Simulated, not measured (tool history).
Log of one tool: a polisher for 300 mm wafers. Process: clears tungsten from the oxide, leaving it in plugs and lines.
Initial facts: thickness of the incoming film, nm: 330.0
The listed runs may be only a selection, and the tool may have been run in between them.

run,hour,flow of slurry (ml/min),pressure of the wafer on the pad (psi),speed of the pad under the wafer (m/s),abrasive content of the slurry,overpolish time after the end point (s),time until the end point was called (s)
1,0,215,3.6,0.88,1,3,80.771
2,2,215,3.6,0.88,0.85,3,79.923
3,7.1,215,3.1,0.82,0.85,3,99.599
4,8,215,3.1,0.7,0.85,3,121.68
5,11.9,265,3.1,0.7,0.85,3,117.91
6,12.8,265,3.1,0.7,0.85,3,115.39
# hour 15.1: head pressure recalibrated
7,15.1,265,2.8,0.7,0.85,3,116.7
8,19.6,265,2.8,0.7,0.85,3,122.48
9,21.2,265,2.5,0.68,0.85,3,133.93
10,29.2,265,1.7,0.64,0.85,3,197.2
11,32.2,270,1.8,0.64,0.85,3,181.2

Run 12, settings as shown, results not yet in. Your forecast:
12,36.2,275,1.9,0.64,0.85,3,?

Logged for run 12: time until the end point was called (s) 177.77.

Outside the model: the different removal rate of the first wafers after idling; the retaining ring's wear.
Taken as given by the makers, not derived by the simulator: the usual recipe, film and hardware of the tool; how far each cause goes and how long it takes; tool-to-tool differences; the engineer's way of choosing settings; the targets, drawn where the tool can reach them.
